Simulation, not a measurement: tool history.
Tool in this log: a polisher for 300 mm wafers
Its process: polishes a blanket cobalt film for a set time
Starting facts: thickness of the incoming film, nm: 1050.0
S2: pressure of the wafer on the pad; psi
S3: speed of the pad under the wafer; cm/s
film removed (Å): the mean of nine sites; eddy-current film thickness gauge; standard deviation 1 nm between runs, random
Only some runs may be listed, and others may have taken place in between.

{"run": 1, "hour": 0.0, "flow of slurry (ml/min)": 310, "S2": 1.8, "S3": 86, "polishing time (s)": 47, "film removed (Å)": 1539.3}
{"run": 2, "hour": 5.1, "flow of slurry (ml/min)": 245, "S2": 1.8, "S3": 86, "polishing time (s)": 47, "film removed (Å)": 1504.9}
{"run": 3, "hour": 12.2, "flow of slurry (ml/min)": 245, "S2": 1.6, "S3": 86, "polishing time (s)": 47, "film removed (Å)": 1368.5}
{"run": 4, "hour": 20.2, "flow of slurry (ml/min)": 245, "S2": 1.5, "S3": 84, "polishing time (s)": 47, "film removed (Å)": 1240.5}
{"run": 5, "hour": 25.9, "flow of slurry (ml/min)": 245, "S2": 1.4, "S3": 84, "polishing time (s)": 47, "film removed (Å)": 1156.2}
{"hour": 34.1, "done": "slurry nozzle cleaned"}
{"run": 6, "hour": 34.1, "flow of slurry (ml/min)": 245, "S2": 1.4, "S3": 84, "polishing time (s)": 42, "film removed (Å)": 1099.8}

Run 7 has not been measured yet. What should we expect?
{"run": 7, "hour": 42.1, "flow of slurry (ml/min)": 245, "S2": 1.3, "S3": 84, "polishing time (s)": 42, "film removed (Å)": "?"}

Run 7 produced film removed (Å) 1025.9.
